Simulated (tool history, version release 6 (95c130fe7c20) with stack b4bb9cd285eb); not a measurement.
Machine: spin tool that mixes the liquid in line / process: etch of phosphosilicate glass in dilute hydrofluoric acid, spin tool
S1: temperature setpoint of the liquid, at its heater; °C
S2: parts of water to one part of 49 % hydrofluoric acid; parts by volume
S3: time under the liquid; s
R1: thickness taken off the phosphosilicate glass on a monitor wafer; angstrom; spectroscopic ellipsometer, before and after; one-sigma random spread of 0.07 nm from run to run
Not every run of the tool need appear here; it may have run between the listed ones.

Run 1, hour 0.0: S1 21.0 °C, S2 245 parts by volume, S3 45 s. Result: R1 111.070 angstrom.
Run 2, hour 2.0: S1 20.5 °C, S2 255 parts by volume, S3 45 s. Result: R1 104.110 angstrom.
Run 3, hour 10.3: S1 20.0 °C, S2 265 parts by volume, S3 45 s. Result: R1 100.180 angstrom.
Run 4, hour 10.9: S1 19.5 °C, S2 275 parts by volume, S3 45 s. Result: R1 93.246 angstrom.
Run 5, hour 11.6: S1 19.5 °C, S2 275 parts by volume, S3 45 s. Result: R1 92.083 angstrom.
Run 6, hour 15.0: S1 19.0 °C, S2 280 parts by volume, S3 45 s. Result: R1 89.803 angstrom.
Run 7, hour 16.9: S1 18.5 °C, S2 285 parts by volume, S3 45 s. Result: R1 83.477 angstrom.
Run 8, hour 22.9: S1 18.0 °C, S2 290 parts by volume, S3 45 s. Result: R1 81.836 angstrom.
Run 9, hour 23.5: S1 18.0 °C, S2 295 parts by volume, S3 45 s. Result: R1 81.610 angstrom.

Run 10 is up next; what results do you expect?
Run 10, hour 29.1: S1 18.0 °C, S2 300 parts by volume, S3 45 s. Result: R1 ?.

{"run 10": {"R1": 78.711}}
